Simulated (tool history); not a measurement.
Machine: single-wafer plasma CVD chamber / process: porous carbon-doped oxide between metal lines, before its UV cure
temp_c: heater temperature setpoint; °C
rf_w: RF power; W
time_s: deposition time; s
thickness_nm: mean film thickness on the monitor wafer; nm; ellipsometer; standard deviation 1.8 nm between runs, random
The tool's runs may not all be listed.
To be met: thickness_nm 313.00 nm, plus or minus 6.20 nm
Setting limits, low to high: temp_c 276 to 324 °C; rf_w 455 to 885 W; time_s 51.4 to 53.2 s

| run | hour | temp_c | rf_w | time_s | thickness_nm |
|---|---|---|---|---|---|
| 1 | 0.0 | 300 | 670 | 51.4 | 364.90 |
| 2 | 7.3 | 304 | 670 | 51.4 | 358.93 |
| 3 | 9.5 | 310 | 670 | 51.4 | 347.56 |
| 4 | 11.5 | 310 | 715 | 51.4 | 358.98 |
| 5 | 15.7 | 310 | 715 | 53.2 | 371.74 |
| 6 | 22.2 | 312 | 690 | 53.1 | 359.83 |
| 7 | 30.0 | 314 | 675 | 53.0 | 350.77 |
| 8 | 31.9 | 315 | 660 | 52.9 | 346.43 |
| 9 | 33.1 | 316 | 645 | 52.8 | 338.81 |
| 10 | 40.4 | 317 | 635 | 52.7 | 329.69 |
| 11 | 41.3 | 318 | 630 | 52.7 | 328.89 |
|  | 49.2 | thermocouple changed; heater temperature recalibrated |
| 12 | 49.2 | 319 | 625 | 52.7 | 320.40 |

Which one of the following 5 next-run settings gets every result inside its allowed miss? There is exactly one.
| A | 57.1 | 322 | 635 | 52.1 | ? |
| B | 57.1 | 323 | 660 | 53.2 | ? |
| C | 57.1 | 320 | 665 | 53.2 | ? |
| D | 57.1 | 319 | 630 | 53.2 | ? |
| E | 57.1 | 321 | 650 | 53.2 | ? |

| move | thickness_nm |
|---|---|
| A | 314.83 |
| B | 327.13 |
| C | 333.09 |
| D | 324.32 |
| E | 327.23 |
A: every result lands within tolerance
B: its largest miss is bigger than the last run's
C: its largest miss is bigger than the last run's
D: its largest miss is bigger than the last run's
E: its largest miss is bigger than the last run's
Correct choice: A, which meets every target

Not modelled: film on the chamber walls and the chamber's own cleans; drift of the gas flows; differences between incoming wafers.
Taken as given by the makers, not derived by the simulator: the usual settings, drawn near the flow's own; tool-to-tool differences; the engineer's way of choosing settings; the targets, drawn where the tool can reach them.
